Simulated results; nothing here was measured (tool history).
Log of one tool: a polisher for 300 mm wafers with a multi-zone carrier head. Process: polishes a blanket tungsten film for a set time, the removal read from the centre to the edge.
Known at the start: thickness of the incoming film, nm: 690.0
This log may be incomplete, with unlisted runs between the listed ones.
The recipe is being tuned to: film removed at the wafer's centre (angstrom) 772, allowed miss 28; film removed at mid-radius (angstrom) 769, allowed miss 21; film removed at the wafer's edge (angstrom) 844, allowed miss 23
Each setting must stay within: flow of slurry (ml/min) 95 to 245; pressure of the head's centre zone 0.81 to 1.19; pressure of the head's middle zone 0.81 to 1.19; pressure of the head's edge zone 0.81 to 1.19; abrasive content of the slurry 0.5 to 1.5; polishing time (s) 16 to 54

run  hour  flow of slurry (ml/min)  pressure of the head's centre zone  pressure of the head's middle zone  pressure of the head's edge zone  abrasive content of the slurry  polishing time (s)  film removed at the wafer's centre (angstrom)  film removed at mid-radius (angstrom)  film removed at the wafer's edge (angstrom)
  1     0                      155                                   1                                   1                                 1                               1                  35                                         1335.9                                 1364.7                                       1319.7
  2   2.3                      145                                0.97                                0.96                              0.98                            0.85                  33                                         1141.2                                 1178.1                                         1187
  3   6.8                      110                                0.97                                0.96                              0.98                            0.85                  33                                           1064                                 1102.1                                       1129.5
  4  15.3                      110                                0.97                                0.96                              0.92                            0.85                  33                                         1054.9                                 1086.8                                       1106.3
  5  23.9                      110                                0.96                                0.94                              0.91                            0.75                  32                                         993.45                                 1004.8                                       1058.7
  6  31.1                      110                                0.96                                0.94                              0.91                             0.7                  32                                         984.37                                 1003.3                                       1035.5
  7  32.4                      110                                0.95                                0.92                               0.9                            0.65                  31                                            940                                 943.03                                       1000.8
  8  41.1                      110                                0.94                                0.91                              0.89                             0.6                  30                                         871.68                                 890.71                                       935.57
  9  49.4                      110                                0.93                                0.89                              0.88                            0.55                  30                                          856.6                                  867.3                                       917.67
 10  51.8                      100                                0.88                                0.81                              0.84                             0.5                  28                                         715.52                                 719.04                                       820.27
 11  59.4                      110                                0.88                                0.81                              0.84                             0.5                  28                                         753.91                                 727.99                                       834.72

4 next moves are on the table. One of them brings every result within its allowed miss. Which?
  A    67                      130                                0.93                                0.81                              0.83                             0.5                  26                                              ?                                      ?                                            ?
  B    67                       95                                0.86                                0.84                              0.86                             0.5                  29                                              ?                                      ?                                            ?
  C    67                      125                                0.89                                0.83                              0.83                             0.5                  28                                              ?                                      ?                                            ?
  D    67                      165                                0.89                                0.83                              0.81                             0.5                  25                                              ?                                      ?                                            ?

move  film removed at the wafer's centre (angstrom)  film removed at mid-radius (angstrom)  film removed at the wafer's edge (angstrom)
   A                                         755.35                                 720.57                                       795.83
   B                                         698.38                                 751.58                                       838.98
   C                                          769.5                                 782.52                                        850.9
   D                                         736.67                                 742.93                                       789.26
A: its largest miss is bigger than the last run's
B: meets the target for the result that was furthest off, but another lies outside its allowed miss
C: meets every target
D: its largest miss is bigger than the last run's
Answer: C
